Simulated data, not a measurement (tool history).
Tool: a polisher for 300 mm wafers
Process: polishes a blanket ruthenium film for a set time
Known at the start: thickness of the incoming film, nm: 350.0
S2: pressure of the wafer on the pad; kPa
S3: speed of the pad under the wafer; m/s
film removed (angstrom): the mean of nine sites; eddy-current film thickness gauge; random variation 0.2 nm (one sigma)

run 1 day=0.000 | flow_of_slurry_(ml/min)=190 S2=9.0 S3=0.86 polishing_time_(s)=31 | film_removed_(angstrom)=233.57
run 2 day=0.108 | flow_of_slurry_(ml/min)=220 S2=9.0 S3=0.86 polishing_time_(s)=31 | film_removed_(angstrom)=238.63
run 3 day=0.154 | flow_of_slurry_(ml/min)=220 S2=10.3 S3=0.86 polishing_time_(s)=31 | film_removed_(angstrom)=276.83
run 4 day=0.233 | flow_of_slurry_(ml/min)=220 S2=9.7 S3=0.86 polishing_time_(s)=31 | film_removed_(angstrom)=261.09
run 5 day=0.458 | flow_of_slurry_(ml/min)=220 S2=9.7 S3=0.66 polishing_time_(s)=31 | film_removed_(angstrom)=199.35
run 6 day=0.650 | flow_of_slurry_(ml/min)=220 S2=11.0 S3=0.66 polishing_time_(s)=31 | film_removed_(angstrom)=227.97
run 7 day=0.792 | flow_of_slurry_(ml/min)=220 S2=10.3 S3=0.66 polishing_time_(s)=31 | film_removed_(angstrom)=217.16

Run 8 comes next. What will it give?
run 8 day=1.138 | flow_of_slurry_(ml/min)=215 S2=9.0 S3=0.66 polishing_time_(s)=31 | film_removed_(angstrom)=?

film removed (angstrom): 183.47
